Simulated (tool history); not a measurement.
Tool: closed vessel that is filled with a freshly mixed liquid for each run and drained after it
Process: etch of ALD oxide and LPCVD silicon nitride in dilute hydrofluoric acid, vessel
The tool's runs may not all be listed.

run	hour	temperature setpoint of the liquid (K)	parts of water to one part of 49 % hydrofluoric acid (parts by volume)	time in the liquid (s)	thickness taken off the ALD oxide on a monitor wafer (angstrom)	thickness taken off the LPCVD silicon nitride on a monitor wafer (angstrom)
1	0	293.15	70	245	313.39	13.124
2	4.4	291.65	70	245	295.34	12.063
3	8	291.65	70	290	353.81	13.726
4	9.6	291.65	90	250	231.58	9.572
5	15.4	290.15	90	250	218.42	8.6485
6	23	290.15	90	305	265.39	10.346
7	29.8	290.15	90	305	263.79	10.568

Run 8 is up next; what results do you expect?
8	37.9	292.15	120	190	?	?

thickness taken off the ALD oxide on a monitor wafer (angstrom): 129.87
thickness taken off the LPCVD silicon nitride on a monitor wafer (angstrom): 5.947
